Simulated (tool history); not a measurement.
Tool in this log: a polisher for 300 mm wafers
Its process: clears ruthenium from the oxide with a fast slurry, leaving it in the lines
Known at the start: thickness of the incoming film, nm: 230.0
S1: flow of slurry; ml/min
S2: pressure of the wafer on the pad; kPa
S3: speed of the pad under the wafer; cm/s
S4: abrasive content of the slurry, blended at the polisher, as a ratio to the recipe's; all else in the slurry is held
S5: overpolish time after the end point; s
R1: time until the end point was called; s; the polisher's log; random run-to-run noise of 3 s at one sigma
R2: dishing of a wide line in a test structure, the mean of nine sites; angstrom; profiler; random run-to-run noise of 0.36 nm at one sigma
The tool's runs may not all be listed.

run 1 day=0.000 | S1=260 S2=17.2 S3=98 S4=1.0 S5=11 | R1=66.794 R2=299.50
run 2 day=0.342 | S1=260 S2=17.2 S3=80 S4=1.0 S5=11 | R1=79.110 R2=249.32
run 3 day=0.479 | S1=220 S2=17.2 S3=80 S4=1.0 S5=11 | R1=83.218 R2=250.90
run 4 day=0.721 | S1=215 S2=16.5 S3=78 S4=1.0 S5=12 | R1=87.231 R2=253.35
run 5 day=0.833 | S1=245 S2=16.5 S3=78 S4=1.0 S5=12 | R1=85.410 R2=254.05
run 6 day=1.004 | S1=245 S2=16.5 S3=78 S4=1.0 S5=16 | R1=87.894 R2=321.04
run 7 day=1.217 | S1=245 S2=15.9 S3=76 S4=1.0 S5=16 | R1=92.904 R2=308.68

Forecast run 8:
run 8 day=1.508 | S1=245 S2=11.0 S3=56 S4=1.0 S5=18 | R1=? R2=?

R1: 174.700 s
R2: 195.50 angstrom
